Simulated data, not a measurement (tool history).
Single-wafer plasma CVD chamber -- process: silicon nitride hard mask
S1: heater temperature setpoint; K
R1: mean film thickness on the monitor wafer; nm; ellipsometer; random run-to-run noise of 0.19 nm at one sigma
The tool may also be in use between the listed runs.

{"run": 1, "hour": 0.0, "S1": 688.15, "chamber pressure (mTorr)": 1640, "RF power (W)": 240, "deposition time (s)": 79.1, "R1": 76.513}
{"run": 2, "hour": 8.3, "S1": 696.15, "chamber pressure (mTorr)": 1640, "RF power (W)": 240, "deposition time (s)": 79.1, "R1": 76.488}
{"run": 3, "hour": 14.5, "S1": 696.15, "chamber pressure (mTorr)": 1750, "RF power (W)": 245, "deposition time (s)": 79.2, "R1": 78.888}
{"run": 4, "hour": 16.0, "S1": 696.15, "chamber pressure (mTorr)": 1750, "RF power (W)": 230, "deposition time (s)": 79.2, "R1": 75.74}
{"run": 5, "hour": 24.0, "S1": 704.15, "chamber pressure (mTorr)": 1750, "RF power (W)": 230, "deposition time (s)": 79.2, "R1": 75.312}
{"run": 6, "hour": 26.2, "S1": 704.15, "chamber pressure (mTorr)": 1750, "RF power (W)": 210, "deposition time (s)": 79.2, "R1": 71.265}
{"run": 7, "hour": 27.3, "S1": 704.15, "chamber pressure (mTorr)": 1840, "RF power (W)": 220, "deposition time (s)": 79.4, "R1": 74.578}

What does the tool deliver on the next run?
{"run": 8, "hour": 33.6, "S1": 704.15, "chamber pressure (mTorr)": 1910, "RF power (W)": 230, "deposition time (s)": 79.6, "R1": "?"}

For run 8 the tool returned R1 77.653 nm.
